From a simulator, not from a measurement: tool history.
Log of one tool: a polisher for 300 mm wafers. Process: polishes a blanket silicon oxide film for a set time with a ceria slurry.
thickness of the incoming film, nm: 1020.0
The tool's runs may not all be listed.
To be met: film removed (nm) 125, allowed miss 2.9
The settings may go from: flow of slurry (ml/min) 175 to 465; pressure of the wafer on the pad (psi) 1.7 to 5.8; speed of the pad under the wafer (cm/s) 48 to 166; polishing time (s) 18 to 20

run,day,flow of slurry (ml/min),pressure of the wafer on the pad (psi),speed of the pad under the wafer (cm/s),polishing time (s),film removed (nm)
1,0,295,3.7,106,20,92.084
2,0.029,300,4,106,20,99.409
3,0.212,305,4.2,106,20,103.88
4,0.583,305,4.6,106,20,114.53
5,0.671,305,4.6,106,18,100.87
6,1.025,310,4.9,106,18,107.11
7,1.158,310,5.1,106,18,111.76
8,1.375,310,5.2,106,18,113.51
9,1.483,310,5.3,106,18,117.46
10,1.754,310,5.4,106,18,118.26
11,2.121,310,5.5,106,18,121.25

4 next moves are on the table. One of them brings every result within its allowed miss. Which?
A,2.488,360,5.3,114,18,?
B,2.488,305,5,116,18,?
C,2.488,375,5.3,124,18,?
D,2.488,330,5.7,76,20,?

move,film removed (nm)
A,124.86
B,117.72
C,132.41
D,115.74
A: meets every target
B: further off than the last run
C: takes the result that was furthest off past its target
D: further off than the last run
The right move is A.
